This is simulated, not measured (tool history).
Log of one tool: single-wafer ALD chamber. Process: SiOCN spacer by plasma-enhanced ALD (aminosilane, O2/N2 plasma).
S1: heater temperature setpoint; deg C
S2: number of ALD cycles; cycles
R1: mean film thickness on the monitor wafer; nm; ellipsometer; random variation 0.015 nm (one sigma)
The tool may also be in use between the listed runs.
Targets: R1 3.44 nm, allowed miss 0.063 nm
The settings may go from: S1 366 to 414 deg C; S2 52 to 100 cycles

run 1 hour=0 | S1=390 S2=76 | R1=4.3657
run 2 hour=1.1 | S1=390 S2=70 | R1=4.0218
run 3 hour=4.1 | S1=384 S2=70 | R1=4.0178
run 4 hour=8.1 | S1=384 S2=66 | R1=3.8077
run 5 hour=13.9 | S1=389 S2=66 | R1=3.7884
run 6 hour=19.3 | S1=389 S2=74 | R1=4.2776
run 7 hour=26.9 | S1=389 S2=69 | R1=3.9888
run 8 hour=29.6 | S1=389 S2=65 | R1=3.7335
run 9 hour=34.7 | S1=389 S2=63 | R1=3.6507
run 10 hour=35.4 | S1=389 S2=62 | R1=3.5769
run 11 hour=42.7 | S1=389 S2=61 | R1=3.5141

4 next moves are on the table. One of them brings every result within its allowed miss. Which?
run A hour=50 | S1=390 S2=63 | R1=?
run B hour=50 | S1=387 S2=62 | R1=?
run C hour=50 | S1=394 S2=62 | R1=?
run D hour=50 | S1=384 S2=60 | R1=?

move=A R1=3.6634
move=B R1=3.6052
move=C R1=3.6052
move=D R1=3.4889
A: further off than the last run
B: further off than the last run
C: further off than the last run
D: meets every target
Move D is the one to make.
